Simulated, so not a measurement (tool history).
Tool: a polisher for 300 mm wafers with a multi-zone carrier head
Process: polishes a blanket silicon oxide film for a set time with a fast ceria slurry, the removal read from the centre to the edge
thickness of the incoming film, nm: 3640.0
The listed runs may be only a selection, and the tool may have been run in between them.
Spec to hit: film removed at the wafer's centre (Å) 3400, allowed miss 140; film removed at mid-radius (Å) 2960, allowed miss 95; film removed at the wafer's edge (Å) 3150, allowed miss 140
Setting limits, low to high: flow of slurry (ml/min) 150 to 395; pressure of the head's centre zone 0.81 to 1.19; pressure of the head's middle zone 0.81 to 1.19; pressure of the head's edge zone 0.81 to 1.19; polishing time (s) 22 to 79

| run | day | flow of slurry (ml/min) | pressure of the head's centre zone | pressure of the head's middle zone | pressure of the head's edge zone | polishing time (s) | film removed at the wafer's centre (Å) | film removed at mid-radius (Å) | film removed at the wafer's edge (Å) |
|---|---|---|---|---|---|---|---|---|---|
| 1 | 0 | 250 | 1 | 1 | 1 | 50 | 5822.4 | 5894.7 | 6218.3 |
| 2 | 0.221 | 245 | 1.01 | 0.99 | 0.98 | 47 | 5468.4 | 5560.1 | 5840.2 |
| 3 | 0.317 | 235 | 1.02 | 0.97 | 0.96 | 44 | 5089.9 | 5156.8 | 5354.3 |
| 4 | 0.554 | 235 | 1.02 | 0.97 | 0.96 | 35 | 4109.3 | 4061.3 | 4298.4 |
| 5 | 0.779 | 235 | 1.02 | 0.97 | 0.88 | 35 | 4099.1 | 4038.7 | 4071.8 |
| 6 | 0.921 | 235 | 1.03 | 0.96 | 0.88 | 34 | 3994.1 | 3976.2 | 3963.8 |
| 7 | 1.2 | 235 | 1.04 | 0.95 | 0.88 | 33 | 4015.2 | 3750.5 | 3827 |
| 8 | 1.35 | 235 | 1.04 | 0.94 | 0.87 | 32 | 3728.3 | 3674.4 | 3658.4 |
| 9 | 1.658 | 235 | 1.05 | 0.93 | 0.88 | 32 | 3794.1 | 3626.8 | 3761.4 |
| 10 | 1.975 | 235 | 1.06 | 0.92 | 0.87 | 31 | 3740.7 | 3468.1 | 3568.2 |
| 11 | 2.217 | 235 | 1.06 | 0.91 | 0.86 | 31 | 3737 | 3448.4 | 3505 |
| 12 | 2.45 | 235 | 1.06 | 0.9 | 0.86 | 31 | 3792.2 | 3404.8 | 3541.5 |
| 13 | 2.775 | 215 | 1.05 | 0.85 | 0.81 | 25 | 2987.8 | 2639.6 | 2780.4 |
|  | 2.975 | edge zone pressure recalibrated |
| 14 | 2.975 | 285 | 1.06 | 0.87 | 0.88 | 24 | 3021.3 | 2709 | 2719.1 |
| 15 | 3.104 | 280 | 1.07 | 0.88 | 0.89 | 24 | 2983.1 | 2707.3 | 2733.9 |
| 16 | 3.158 | 275 | 1.08 | 0.88 | 0.89 | 24 | 3003.3 | 2732.6 | 2809.8 |
| 17 | 3.308 | 270 | 1.09 | 0.88 | 0.89 | 24 | 3149.7 | 2670.6 | 2762.7 |
| 18 | 3.608 | 270 | 1.09 | 0.88 | 0.89 | 24 | 3130.7 | 2694.8 | 2731.4 |
| 19 | 3.858 | 265 | 1.09 | 0.89 | 0.9 | 24 | 3089.4 | 2694.3 | 2651.9 |

Which of these 4 next moves meets every target?
| A | 4.108 | 190 | 1.03 | 1.04 | 0.82 | 23 | ? | ? | ? |
| B | 4.108 | 250 | 1.1 | 0.92 | 0.94 | 25 | ? | ? | ? |
| C | 4.108 | 260 | 1.07 | 0.85 | 0.97 | 27 | ? | ? | ? |
| D | 4.108 | 250 | 1.16 | 0.87 | 0.9 | 25 | ? | ? | ? |

| move | film removed at the wafer's centre (Å) | film removed at mid-radius (Å) | film removed at the wafer's edge (Å) |
|---|---|---|---|
| A | 2635.9 | 2717 | 2433.5 |
| B | 3203.9 | 2867.5 | 2903.3 |
| C | 3382.3 | 2980.1 | 3195.8 |
| D | 3379 | 2779.7 | 2847.4 |
A: moves away from the targets compared with the last run
B: an improvement on the last run, though not all results are within tolerance
C: meets every target
D: an improvement on the last run, though not all results are within tolerance
The right move is C.

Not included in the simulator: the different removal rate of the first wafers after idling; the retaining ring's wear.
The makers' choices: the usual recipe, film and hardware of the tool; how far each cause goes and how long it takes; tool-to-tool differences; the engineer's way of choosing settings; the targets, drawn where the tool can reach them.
